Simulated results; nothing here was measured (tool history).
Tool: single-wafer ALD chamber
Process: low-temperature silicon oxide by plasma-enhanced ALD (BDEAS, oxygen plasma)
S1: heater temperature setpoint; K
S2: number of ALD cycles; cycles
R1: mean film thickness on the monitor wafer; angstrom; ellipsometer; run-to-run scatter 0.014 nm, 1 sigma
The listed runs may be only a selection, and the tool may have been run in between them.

run  hour      S1  S2      R1
  1     0  368.15  32  42.486
  2   6.2  368.15  28  37.038
  3  12.2  370.15  28  36.791
  4  16.1  375.15  28  36.417
  5  23.6  385.15  28  35.822
  6  27.5  385.15  32  40.828
  7  34.9  386.15  31  39.619

Run 8 has not been measured yet. What should we expect?
  8  40.4  386.15  30   ?

R1: 38.335 angstrom
